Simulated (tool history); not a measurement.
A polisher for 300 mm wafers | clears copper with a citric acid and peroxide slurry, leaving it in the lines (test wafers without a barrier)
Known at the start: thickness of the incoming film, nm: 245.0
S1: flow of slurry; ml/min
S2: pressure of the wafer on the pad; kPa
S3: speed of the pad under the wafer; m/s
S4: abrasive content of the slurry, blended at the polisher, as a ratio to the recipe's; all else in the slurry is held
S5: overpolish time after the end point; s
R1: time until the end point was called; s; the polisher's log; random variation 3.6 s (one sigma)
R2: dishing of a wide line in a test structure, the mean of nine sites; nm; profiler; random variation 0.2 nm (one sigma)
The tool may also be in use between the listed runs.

run  hour   S1    S2    S3   S4  S5      R1       R2
  1   0.0  215  19.3  1.02  1.0  19  112.28  25.0410
  2   7.6  215  19.3  1.02  1.0  13  114.12  17.6460
  3  15.6  215  17.2  1.00  1.0  12  120.08  14.9610
  4  23.3  215  13.8  1.00  1.0  12  136.98  13.0820
  5  26.5  215  10.3  1.00  1.0  12  166.58  11.5590
  6  30.8  215   9.0  1.00  1.0  12  179.94  10.6230
  7  33.6  215   9.0  0.98  1.0  12  176.29  11.0130

The next listed run, before its measurement:
  8  40.5  215  9.0  0.94  1.0  11   ?   ?

{"run 8": {"R1": 181.38, "R2": 9.4055}}
